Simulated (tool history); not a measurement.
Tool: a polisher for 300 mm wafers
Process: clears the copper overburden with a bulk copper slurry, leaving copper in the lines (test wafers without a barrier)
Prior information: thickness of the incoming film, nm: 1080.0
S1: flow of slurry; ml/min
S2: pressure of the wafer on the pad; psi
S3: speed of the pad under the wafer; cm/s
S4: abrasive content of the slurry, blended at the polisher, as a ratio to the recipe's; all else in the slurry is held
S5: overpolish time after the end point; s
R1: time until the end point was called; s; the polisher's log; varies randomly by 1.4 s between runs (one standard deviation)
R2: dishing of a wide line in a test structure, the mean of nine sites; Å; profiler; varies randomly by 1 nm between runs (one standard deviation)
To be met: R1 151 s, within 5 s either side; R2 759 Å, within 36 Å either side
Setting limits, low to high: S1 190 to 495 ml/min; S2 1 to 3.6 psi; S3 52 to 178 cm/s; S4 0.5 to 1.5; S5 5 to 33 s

run    day   S1   S2   S3  S4  S5      R1      R2
  1      0  320  2.3  114   1  17  96.151  1030.2
  2  0.271  320    2  114   1  17  106.94  902.09
  3  0.408  320  1.8  112   1  18  118.91  855.23
  4   0.55  320  1.8  112   1  14  121.04  733.09
  5  0.712  320  1.8  112   1   8  119.49  489.54
  6  0.767  320  1.7  110   1  11  130.67  579.44
  7  1.017  320  1.6  108   1  13  138.56  623.19
  8  1.188  320  1.6  106   1  14  138.75  654.81
  9   1.55  320  1.6  104   1  15  141.47  684.26
 10  1.592  320  1.6  104   1  16  143.42   694.9
 11   1.75  320  1.6  104   1  17  142.11  742.38

Consider the 4 candidate settings below. Which is the only one whose results all fall within their allowed miss of target?
  A  1.908  390  1.5  112  0.95  18   ?   ?
  B  1.908  285    1  152  0.95  21   ?   ?
  C  1.908  280  1.7  112   0.9  17   ?   ?
  D  1.908  290  1.8  102  0.95  15   ?   ?

move      R1      R2
   A  139.63  755.36
   B     152  740.76
   C  130.26   774.9
   D  132.69  706.24
A: lands further from the targets than the last run did
B: all results land within tolerance of their targets
C: lands further from the targets than the last run did
D: lands further from the targets than the last run did
Move B is the one to make.
